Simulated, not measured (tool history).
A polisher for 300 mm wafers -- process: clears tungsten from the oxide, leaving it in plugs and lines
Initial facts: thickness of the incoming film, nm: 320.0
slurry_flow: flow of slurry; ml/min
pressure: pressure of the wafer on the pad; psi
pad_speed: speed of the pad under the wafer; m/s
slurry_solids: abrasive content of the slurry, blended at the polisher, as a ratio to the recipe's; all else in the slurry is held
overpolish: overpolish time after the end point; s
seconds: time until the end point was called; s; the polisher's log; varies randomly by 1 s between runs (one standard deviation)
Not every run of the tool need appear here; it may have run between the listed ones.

run 1 day=0 | slurry_flow=250 pressure=2.7 pad_speed=1.04 slurry_solids=1 overpolish=41 | seconds=107.08
run 2 day=0.183 | slurry_flow=250 pressure=3 pad_speed=1.08 slurry_solids=1 overpolish=41 | seconds=98.686
run 3 day=0.454 | slurry_flow=250 pressure=3 pad_speed=1.08 slurry_solids=1 overpolish=41 | seconds=95.63
run 4 day=0.608 | slurry_flow=250 pressure=3.3 pad_speed=1.14 slurry_solids=1 overpolish=41 | seconds=83.312
run 5 day=0.654 | slurry_flow=250 pressure=3.3 pad_speed=1.14 slurry_solids=1.1 overpolish=41 | seconds=79.903
run 6 day=0.738 | slurry_flow=250 pressure=3.3 pad_speed=1.14 slurry_solids=1 overpolish=41 | seconds=85.197
run 7 day=1.104 | slurry_flow=250 pressure=3.3 pad_speed=1.14 slurry_solids=1 overpolish=41 | seconds=83.914
run 8 day=1.246 | slurry_flow=250 pressure=3.5 pad_speed=1.18 slurry_solids=1 overpolish=41 | seconds=77.391
run 9 day=1.35 | slurry_flow=250 pressure=3.6 pad_speed=1.22 slurry_solids=1 overpolish=41 | seconds=71.531

Forecast run 10:
run 10 day=1.471 | slurry_flow=250 pressure=3.7 pad_speed=1.24 slurry_solids=1 overpolish=41 | seconds=?

seconds: 69.015 s
